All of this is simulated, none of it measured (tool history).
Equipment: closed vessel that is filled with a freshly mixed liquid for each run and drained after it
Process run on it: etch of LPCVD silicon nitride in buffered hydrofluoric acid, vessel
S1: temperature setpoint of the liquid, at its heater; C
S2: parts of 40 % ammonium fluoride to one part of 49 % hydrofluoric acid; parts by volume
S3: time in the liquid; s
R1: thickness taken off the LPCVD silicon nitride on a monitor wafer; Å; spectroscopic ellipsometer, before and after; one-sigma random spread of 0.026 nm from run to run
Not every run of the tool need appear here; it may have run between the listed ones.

{"run": 1, "hour": 0.0, "S1": 21, "S2": 21.5, "S3": 765, "R1": 47.98}
{"run": 2, "hour": 6.1, "S1": 22, "S2": 21.5, "S3": 765, "R1": 51.152}
{"run": 3, "hour": 10.2, "S1": 23, "S2": 21.5, "S3": 765, "R1": 53.696}
{"run": 4, "hour": 13.7, "S1": 23.5, "S2": 21.5, "S3": 765, "R1": 55.179}
{"run": 5, "hour": 22.6, "S1": 24, "S2": 21.5, "S3": 765, "R1": 57.078}
{"run": 6, "hour": 25.9, "S1": 24, "S2": 25, "S3": 765, "R1": 51.653}
{"run": 7, "hour": 34.2, "S1": 24.5, "S2": 24.5, "S3": 765, "R1": 53.622}

Expected results for the next run?
{"run": 8, "hour": 36.4, "S1": 28.5, "S2": 22, "S3": 765, "R1": "?"}

R1: 71.187 Å

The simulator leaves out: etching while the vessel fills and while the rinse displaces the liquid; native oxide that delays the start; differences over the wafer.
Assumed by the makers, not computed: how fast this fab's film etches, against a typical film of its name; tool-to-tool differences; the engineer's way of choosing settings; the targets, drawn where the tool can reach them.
